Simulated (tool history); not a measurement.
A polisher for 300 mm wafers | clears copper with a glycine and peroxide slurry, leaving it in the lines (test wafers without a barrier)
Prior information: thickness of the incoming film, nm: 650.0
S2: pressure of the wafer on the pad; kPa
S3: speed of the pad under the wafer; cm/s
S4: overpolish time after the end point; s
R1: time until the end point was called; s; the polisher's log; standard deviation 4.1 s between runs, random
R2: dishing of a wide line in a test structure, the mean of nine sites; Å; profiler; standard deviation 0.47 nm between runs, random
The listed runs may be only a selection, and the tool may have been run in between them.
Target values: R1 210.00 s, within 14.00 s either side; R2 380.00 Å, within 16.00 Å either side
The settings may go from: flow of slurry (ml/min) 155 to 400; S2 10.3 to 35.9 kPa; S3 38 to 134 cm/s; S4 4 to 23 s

{"run": 1, "hour": 0.0, "flow of slurry (ml/min)": 255, "S2": 22.8, "S3": 86, "S4": 12, "R1": 151.64, "R2": 349.06}
{"run": 2, "hour": 7.6, "flow of slurry (ml/min)": 255, "S2": 22.8, "S3": 72, "S4": 12, "R1": 168.99, "R2": 318.71}
{"run": 3, "hour": 9.2, "flow of slurry (ml/min)": 255, "S2": 22.8, "S3": 72, "S4": 10, "R1": 164.92, "R2": 277.77}
{"run": 4, "hour": 9.7, "flow of slurry (ml/min)": 220, "S2": 22.8, "S3": 72, "S4": 10, "R1": 172.62, "R2": 270.55}
{"run": 5, "hour": 10.6, "flow of slurry (ml/min)": 285, "S2": 22.8, "S3": 72, "S4": 10, "R1": 159.94, "R2": 279.14}
{"run": 6, "hour": 14.2, "flow of slurry (ml/min)": 285, "S2": 26.2, "S3": 72, "S4": 10, "R1": 146.66, "R2": 308.15}
{"run": 7, "hour": 21.8, "flow of slurry (ml/min)": 280, "S2": 25.5, "S3": 72, "S4": 11, "R1": 151.59, "R2": 322.65}
{"run": 8, "hour": 29.2, "flow of slurry (ml/min)": 275, "S2": 24.8, "S3": 72, "S4": 12, "R1": 153.91, "R2": 339.44}
{"run": 9, "hour": 34.5, "flow of slurry (ml/min)": 270, "S2": 24.1, "S3": 72, "S4": 13, "R1": 160.45, "R2": 363.46}
{"run": 10, "hour": 38.5, "flow of slurry (ml/min)": 265, "S2": 17.2, "S3": 70, "S4": 17, "R1": 208.5, "R2": 345.13}

Exactly one of the 5 candidate moves below puts every result within its allowed miss. Which one?
{"run": "A", "hour": 42.5, "flow of slurry (ml/min)": 175, "S2": 18.6, "S3": 76, "S4": 13, "R1": "?", "R2": "?"}
{"run": "B", "hour": 42.5, "flow of slurry (ml/min)": 280, "S2": 17.9, "S3": 66, "S4": 19, "R1": "?", "R2": "?"}
{"run": "C", "hour": 42.5, "flow of slurry (ml/min)": 245, "S2": 15.9, "S3": 82, "S4": 16, "R1": "?", "R2": "?"}
{"run": "D", "hour": 42.5, "flow of slurry (ml/min)": 285, "S2": 20.0, "S3": 76, "S4": 15, "R1": "?", "R2": "?"}
{"run": "E", "hour": 42.5, "flow of slurry (ml/min)": 290, "S2": 18.6, "S3": 68, "S4": 16, "R1": "?", "R2": "?"}

move=A R1=210.62 R2=297.90
move=B R1=221.27 R2=379.87
move=C R1=216.75 R2=337.61
move=D R1=186.56 R2=362.45
move=E R1=210.58 R2=348.64
A: misses by more than the last run did
B: all results land within tolerance of their targets
C: misses by more than the last run did
D: closer than the last run, but not yet in spec
E: closer than the last run, but not yet in spec
So the answer is move B, the one that meets all the targets.
